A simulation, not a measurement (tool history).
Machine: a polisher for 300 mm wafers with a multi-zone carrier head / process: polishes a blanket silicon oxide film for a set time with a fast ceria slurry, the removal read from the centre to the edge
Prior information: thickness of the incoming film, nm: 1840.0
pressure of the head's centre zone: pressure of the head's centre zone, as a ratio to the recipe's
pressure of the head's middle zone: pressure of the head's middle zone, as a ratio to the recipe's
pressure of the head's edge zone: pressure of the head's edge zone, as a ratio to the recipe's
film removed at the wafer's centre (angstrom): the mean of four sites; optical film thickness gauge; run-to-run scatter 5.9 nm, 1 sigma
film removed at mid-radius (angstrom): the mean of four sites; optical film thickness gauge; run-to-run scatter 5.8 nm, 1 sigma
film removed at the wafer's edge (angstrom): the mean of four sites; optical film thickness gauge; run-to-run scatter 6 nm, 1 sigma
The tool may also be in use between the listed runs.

| run | day | flow of slurry (ml/min) | pressure of the head's centre zone | pressure of the head's middle zone | pressure of the head's edge zone | polishing time (s) | film removed at the wafer's centre (angstrom) | film removed at mid-radius (angstrom) | film removed at the wafer's edge (angstrom) |
|---|---|---|---|---|---|---|---|---|---|
| 1 | 0 | 275 | 1 | 1 | 1 | 52 | 6572.8 | 6611.4 | 6468.8 |
| 2 | 0.183 | 275 | 0.93 | 1 | 1 | 52 | 6291.2 | 6637 | 6524.2 |
| 3 | 0.388 | 275 | 0.93 | 0.98 | 1 | 50 | 5909.3 | 6071.2 | 6311.1 |
| 4 | 0.654 | 275 | 0.93 | 0.97 | 0.99 | 49 | 5944.4 | 6124.8 | 6226.8 |
| 5 | 0.862 | 275 | 0.93 | 0.97 | 1.06 | 49 | 5803.8 | 6094.2 | 6470.8 |
| 6 | 1.212 | 275 | 0.93 | 1.03 | 1.06 | 49 | 5761.6 | 6339.7 | 6259.9 |
| 7 | 1.262 | 275 | 0.93 | 1.02 | 1.05 | 47 | 5609 | 6150 | 6214.6 |
| 8 | 1.333 | 275 | 0.93 | 1.01 | 1.03 | 46 | 5494.6 | 5890 | 5881.6 |
| 9 | 1.492 | 275 | 0.93 | 1 | 1.02 | 45 | 5408.2 | 5583.4 | 5837.4 |

Run 10, settings as shown, results not yet in. Your forecast:
| 10 | 1.792 | 275 | 0.93 | 1 | 1.02 | 45 | ? | ? | ? |

{"run 10": {"film removed at the wafer's centre (angstrom)": 5446.6, "film removed at mid-radius (angstrom)": 5815.8, "film removed at the wafer's edge (angstrom)": 5798.3}}
